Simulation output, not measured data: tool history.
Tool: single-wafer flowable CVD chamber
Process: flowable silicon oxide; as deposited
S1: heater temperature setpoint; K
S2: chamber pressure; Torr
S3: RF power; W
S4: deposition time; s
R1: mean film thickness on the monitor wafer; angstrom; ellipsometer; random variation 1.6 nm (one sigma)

Run 1, day 0.000: S1 368.15 K, S2 1.07 Torr, S3 1600 W, S4 808 s. Result: R1 7286.2 angstrom.
Run 2, day 0.125: S1 368.15 K, S2 1.07 Torr, S3 1525 W, S4 808 s. Result: R1 7085.5 angstrom.
Run 3, day 0.242: S1 363.15 K, S2 1.07 Torr, S3 1525 W, S4 808 s. Result: R1 8590.7 angstrom.
Run 4, day 0.612: S1 366.15 K, S2 1.07 Torr, S3 1525 W, S4 808 s. Result: R1 7695.2 angstrom.
Run 5, day 0.671: S1 366.15 K, S2 1.07 Torr, S3 1525 W, S4 834 s. Result: R1 7896.5 angstrom.
Run 6, day 0.883: S1 369.15 K, S2 1.07 Torr, S3 1525 W, S4 834 s. Result: R1 7098.8 angstrom.

Forecast run 7:
Run 7, day 1.025: S1 381.15 K, S2 1.07 Torr, S3 1525 W, S4 834 s. Result: R1 ?.

{"run 7": {"R1": 4515.3}}
